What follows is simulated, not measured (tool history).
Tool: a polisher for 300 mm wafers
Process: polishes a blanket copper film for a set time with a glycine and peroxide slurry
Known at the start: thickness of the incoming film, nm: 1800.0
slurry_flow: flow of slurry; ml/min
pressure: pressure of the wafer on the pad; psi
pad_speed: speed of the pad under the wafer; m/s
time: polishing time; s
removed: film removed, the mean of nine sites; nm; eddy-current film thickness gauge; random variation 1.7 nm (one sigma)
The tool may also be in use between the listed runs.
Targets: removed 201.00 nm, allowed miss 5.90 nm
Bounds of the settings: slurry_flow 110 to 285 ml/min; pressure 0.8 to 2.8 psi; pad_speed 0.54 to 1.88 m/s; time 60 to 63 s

Run 1, day 0.000: slurry_flow 180 ml/min, pressure 1.8 psi, pad_speed 1.20 m/s, time 60 s. Result: removed 297.36 nm.
Run 2, day 0.179: slurry_flow 180 ml/min, pressure 1.8 psi, pad_speed 1.40 m/s, time 60 s. Result: removed 319.14 nm.
Run 3, day 0.546: slurry_flow 180 ml/min, pressure 1.4 psi, pad_speed 1.40 m/s, time 60 s. Result: removed 267.86 nm.
Run 4, day 0.825: slurry_flow 180 ml/min, pressure 1.7 psi, pad_speed 1.40 m/s, time 60 s. Result: removed 301.60 nm.
Run 5, day 0.992: slurry_flow 175 ml/min, pressure 1.6 psi, pad_speed 1.40 m/s, time 60 s. Result: removed 291.89 nm.
Run 6, day 1.333: slurry_flow 175 ml/min, pressure 1.5 psi, pad_speed 1.40 m/s, time 60 s. Result: removed 281.48 nm.
Run 7, day 1.558: slurry_flow 175 ml/min, pressure 1.4 psi, pad_speed 1.38 m/s, time 60 s. Result: removed 258.16 nm.
Run 8, day 1.679: slurry_flow 170 ml/min, pressure 1.3 psi, pad_speed 1.38 m/s, time 60 s. Result: removed 247.74 nm.
Run 9, day 1.725: slurry_flow 165 ml/min, pressure 1.2 psi, pad_speed 1.38 m/s, time 60 s. Result: removed 225.53 nm.
Run 10, day 1.783: slurry_flow 160 ml/min, pressure 1.2 psi, pad_speed 1.38 m/s, time 60 s. Result: removed 231.37 nm.
Run 11, day 1.817: slurry_flow 155 ml/min, pressure 1.2 psi, pad_speed 1.38 m/s, time 60 s. Result: removed 227.35 nm.
Run 12, day 2.054: slurry_flow 150 ml/min, pressure 1.2 psi, pad_speed 1.38 m/s, time 60 s. Result: removed 229.06 nm.
Run 13, day 2.229: slurry_flow 145 ml/min, pressure 0.9 psi, pad_speed 1.36 m/s, time 60 s. Result: removed 184.31 nm.
Run 14, day 2.296: slurry_flow 150 ml/min, pressure 0.9 psi, pad_speed 1.36 m/s, time 60 s. Result: removed 183.44 nm.
Run 15, day 2.408: slurry_flow 150 ml/min, pressure 0.9 psi, pad_speed 1.36 m/s, time 60 s. Result: removed 186.67 nm.
Run 16, day 2.450: slurry_flow 155 ml/min, pressure 0.9 psi, pad_speed 1.36 m/s, time 60 s. Result: removed 187.19 nm.

5 next moves are on the table. One of them brings every result within its allowed miss. Which?
Run A, day 2.492: slurry_flow 160 ml/min, pressure 0.9 psi, pad_speed 1.32 m/s, time 61 s. Result: removed ?.
Run B, day 2.492: slurry_flow 175 ml/min, pressure 0.9 psi, pad_speed 1.56 m/s, time 60 s. Result: removed ?.
Run C, day 2.492: slurry_flow 155 ml/min, pressure 0.8 psi, pad_speed 1.54 m/s, time 61 s. Result: removed ?.
Run D, day 2.492: slurry_flow 190 ml/min, pressure 0.9 psi, pad_speed 1.28 m/s, time 60 s. Result: removed ?.
Run E, day 2.492: slurry_flow 200 ml/min, pressure 0.9 psi, pad_speed 1.16 m/s, time 63 s. Result: removed ?.

move  removed
   A   184.68
   B   200.02
   C   183.06
   D   183.76
   E   185.84
A: further off than the last run
B: meets every target
C: further off than the last run
D: further off than the last run
E: further off than the last run
The right move is B.
